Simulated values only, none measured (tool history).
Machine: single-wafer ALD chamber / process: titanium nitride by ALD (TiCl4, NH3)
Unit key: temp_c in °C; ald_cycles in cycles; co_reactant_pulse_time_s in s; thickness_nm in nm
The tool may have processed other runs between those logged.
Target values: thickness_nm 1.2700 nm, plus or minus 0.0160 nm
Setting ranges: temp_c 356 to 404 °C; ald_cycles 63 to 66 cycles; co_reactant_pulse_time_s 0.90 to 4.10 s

run 1 hour=0.0 | temp_c=380 ald_cycles=66 co_reactant_pulse_time_s=2.50 | thickness_nm=1.3550
run 2 hour=6.0 | temp_c=373 ald_cycles=66 co_reactant_pulse_time_s=2.50 | thickness_nm=1.3447
run 3 hour=9.0 | temp_c=373 ald_cycles=66 co_reactant_pulse_time_s=3.09 | thickness_nm=1.3689
run 4 hour=15.4 | temp_c=377 ald_cycles=66 co_reactant_pulse_time_s=3.09 | thickness_nm=1.3690
run 5 hour=23.5 | temp_c=375 ald_cycles=65 co_reactant_pulse_time_s=2.71 | thickness_nm=1.3423
run 6 hour=30.0 | temp_c=373 ald_cycles=64 co_reactant_pulse_time_s=2.42 | thickness_nm=1.3011
run 7 hour=32.7 | temp_c=372 ald_cycles=64 co_reactant_pulse_time_s=2.38 | thickness_nm=1.3069
run 8 hour=35.7 | temp_c=371 ald_cycles=64 co_reactant_pulse_time_s=2.26 | thickness_nm=1.2991
run 9 hour=39.8 | temp_c=370 ald_cycles=64 co_reactant_pulse_time_s=2.19 | thickness_nm=1.2956
run 10 hour=42.5 | temp_c=367 ald_cycles=63 co_reactant_pulse_time_s=1.84 | thickness_nm=1.2501
run 11 hour=44.3 | temp_c=368 ald_cycles=63 co_reactant_pulse_time_s=1.84 | thickness_nm=1.2495
run 12 hour=52.8 | temp_c=369 ald_cycles=63 co_reactant_pulse_time_s=1.84 | thickness_nm=1.2556

Which of these 4 next moves meets every target?
run A hour=61.3 | temp_c=380 ald_cycles=63 co_reactant_pulse_time_s=1.54 | thickness_nm=?
run B hour=61.3 | temp_c=369 ald_cycles=65 co_reactant_pulse_time_s=1.55 | thickness_nm=?
run C hour=61.3 | temp_c=358 ald_cycles=66 co_reactant_pulse_time_s=1.38 | thickness_nm=?
run D hour=61.3 | temp_c=367 ald_cycles=63 co_reactant_pulse_time_s=1.64 | thickness_nm=?

move=A thickness_nm=1.2462
move=B thickness_nm=1.2668
move=C thickness_nm=1.2328
move=D thickness_nm=1.2303
A: misses by more than the last run did
B: all results land within tolerance of their targets
C: misses by more than the last run did
D: misses by more than the last run did
Move B is the one to make.
